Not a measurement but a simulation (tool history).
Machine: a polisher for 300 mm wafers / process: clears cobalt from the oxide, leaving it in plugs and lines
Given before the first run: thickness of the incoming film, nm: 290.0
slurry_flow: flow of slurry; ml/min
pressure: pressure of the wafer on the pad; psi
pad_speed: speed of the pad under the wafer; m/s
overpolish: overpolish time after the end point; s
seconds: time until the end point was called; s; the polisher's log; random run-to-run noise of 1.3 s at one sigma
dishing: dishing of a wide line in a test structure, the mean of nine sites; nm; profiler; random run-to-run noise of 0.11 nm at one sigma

| run | hour | slurry_flow | pressure | pad_speed | overpolish | seconds | dishing |
|---|---|---|---|---|---|---|---|
| 1 | 0.0 | 140 | 2.2 | 0.82 | 13 | 75.590 | 10.7690 |
| 2 | 3.6 | 140 | 2.2 | 0.82 | 17 | 78.211 | 11.0420 |
| 3 | 12.3 | 140 | 2.2 | 0.82 | 13 | 78.063 | 10.9750 |
| 4 | 15.9 | 135 | 2.2 | 0.82 | 12 | 80.339 | 10.7170 |
| 5 | 22.2 | 130 | 2.3 | 0.82 | 11 | 76.387 | 10.8000 |
| 6 | 25.1 | 130 | 2.1 | 0.82 | 11 | 80.858 | 10.6000 |
| 7 | 30.6 | 110 | 1.5 | 1.04 | 5 | 94.099 | 7.9330 |
| 8 | 32.7 | 110 | 1.5 | 1.06 | 5 | 93.920 | 7.8236 |

Estimate the outcome of run 9 from the log above:
| 9 | 34.3 | 110 | 1.5 | 1.08 | 5 | ? | ? |

{"run 9": {"seconds": 90.123, "dishing": 7.8139}}
